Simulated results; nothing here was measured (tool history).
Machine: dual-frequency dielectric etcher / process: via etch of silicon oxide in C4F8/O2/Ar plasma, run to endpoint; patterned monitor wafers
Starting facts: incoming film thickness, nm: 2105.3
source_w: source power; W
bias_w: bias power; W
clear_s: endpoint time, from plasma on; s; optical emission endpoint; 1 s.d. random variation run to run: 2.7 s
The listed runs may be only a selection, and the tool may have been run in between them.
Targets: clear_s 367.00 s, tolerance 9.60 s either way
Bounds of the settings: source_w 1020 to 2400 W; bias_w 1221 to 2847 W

run,day,source_w,bias_w,clear_s
1,0.000,1710,2034,414.26
2,0.225,1710,2379,399.09
3,0.521,1710,2099,407.89
4,0.700,1710,1785,433.58
5,0.792,1540,1785,455.43
6,1.150,1650,1785,439.65
7,1.196,1720,1809,418.45
8,1.296,1760,1818,418.46
9,1.588,1810,1831,417.40

Next run, 4 choices. One meets every target within its allowed miss, the rest don't. Which?
A,1.879,2400,2326,?
B,1.879,2260,2338,?
C,1.879,2310,2239,?
D,1.879,2280,1916,?

move,clear_s
A,342.90
B,351.81
C,352.12
D,367.66
A: pushes the last run's worst result past its target
B: pushes the last run's worst result past its target
C: pushes the last run's worst result past its target
D: every result within its allowed miss
D is the move that brings every result within its allowed miss.
